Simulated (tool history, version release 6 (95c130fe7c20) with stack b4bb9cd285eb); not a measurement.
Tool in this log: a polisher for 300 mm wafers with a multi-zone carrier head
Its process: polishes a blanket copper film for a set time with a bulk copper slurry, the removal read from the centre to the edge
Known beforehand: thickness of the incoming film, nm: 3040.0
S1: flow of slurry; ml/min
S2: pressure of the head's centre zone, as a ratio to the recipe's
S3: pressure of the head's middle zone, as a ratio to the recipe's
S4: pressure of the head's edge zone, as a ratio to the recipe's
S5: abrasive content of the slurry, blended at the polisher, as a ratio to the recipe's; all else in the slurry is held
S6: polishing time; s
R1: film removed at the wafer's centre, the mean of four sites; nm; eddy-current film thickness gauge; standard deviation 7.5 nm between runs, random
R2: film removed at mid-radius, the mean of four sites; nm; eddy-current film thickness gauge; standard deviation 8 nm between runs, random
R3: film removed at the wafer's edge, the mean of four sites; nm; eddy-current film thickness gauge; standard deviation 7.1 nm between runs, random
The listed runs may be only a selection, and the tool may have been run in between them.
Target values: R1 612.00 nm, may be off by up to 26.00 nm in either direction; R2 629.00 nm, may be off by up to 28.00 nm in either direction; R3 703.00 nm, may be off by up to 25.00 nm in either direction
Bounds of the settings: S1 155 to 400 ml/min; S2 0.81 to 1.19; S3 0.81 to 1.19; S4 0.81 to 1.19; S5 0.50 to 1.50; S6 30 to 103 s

run,hour,S1,S2,S3,S4,S5,S6,R1,R2,R3
1,0.0,255,1.00,1.00,1.00,1.00,66,601.86,626.09,586.86
2,7.1,255,1.00,1.00,1.00,1.20,66,630.16,648.84,624.42
3,15.9,255,0.99,0.99,1.02,1.25,66,649.42,646.24,620.87
4,20.8,240,0.96,0.96,1.01,1.25,68,650.42,646.65,643.98
5,25.2,190,0.96,0.96,1.01,1.25,68,625.57,635.53,645.14
6,26.9,185,0.94,0.95,1.03,1.25,68,610.49,638.07,647.84
7,30.4,180,0.93,0.94,1.05,1.25,68,613.45,624.62,655.18
8,36.7,175,0.92,0.94,1.06,1.25,68,621.16,601.42,654.30
9,38.3,170,0.90,0.94,1.06,1.30,68,602.58,627.55,648.05
10,45.2,165,0.88,0.93,1.07,1.30,69,597.44,613.64,673.70
11,47.7,165,0.88,0.93,1.08,1.30,69,595.92,644.45,658.43

Which one of the following 5 next-run settings gets every result inside its allowed miss? There is exactly one.
A,50.2,310,0.88,1.14,1.14,1.50,59,?,?,?
B,50.2,230,1.04,1.08,1.09,1.50,62,?,?,?
C,50.2,335,1.02,1.19,1.19,1.50,57,?,?,?
D,50.2,190,0.84,1.01,1.07,1.25,68,?,?,?
E,50.2,155,0.90,0.95,1.16,1.50,67,?,?,?

move,R1,R2,R3
A,560.54,697.50,631.42
B,652.04,682.93,637.47
C,610.43,702.83,626.07
D,569.35,665.23,654.06
E,605.49,639.41,693.88
A: further off than the last run
B: further off than the last run
C: further off than the last run
D: further off than the last run
E: all results land within tolerance of their targets
So the answer is move E, the one that meets all the targets.
